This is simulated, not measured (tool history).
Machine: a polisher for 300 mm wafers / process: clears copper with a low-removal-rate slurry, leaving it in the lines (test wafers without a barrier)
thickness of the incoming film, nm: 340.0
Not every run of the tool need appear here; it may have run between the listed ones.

run	hour	flow of slurry (ml/min)	pressure of the wafer on the pad (psi)	speed of the pad under the wafer (cm/s)	abrasive content of the slurry	overpolish time after the end point (s)	time until the end point was called (s)	dishing of a wide line in a test structure (angstrom)
1	0	125	2	130	1	28	129.2	433.11
2	1.1	130	1.6	120	1	22	160.58	306.21
3	6	130	1.6	102	1	22	196.45	264.02
4	10.2	150	1.4	96	1.15	17	222.2	195.81
5	13.4	150	1	96	1.15	17	307.22	141.79
6	20.6	165	1	108	1.25	14	266.19	137.95

The next listed run, before its measurement:
7	22.3	175	1	112	1.35	12	?	?

time until the end point was called (s): 248.48
dishing of a wide line in a test structure (angstrom): 130.63

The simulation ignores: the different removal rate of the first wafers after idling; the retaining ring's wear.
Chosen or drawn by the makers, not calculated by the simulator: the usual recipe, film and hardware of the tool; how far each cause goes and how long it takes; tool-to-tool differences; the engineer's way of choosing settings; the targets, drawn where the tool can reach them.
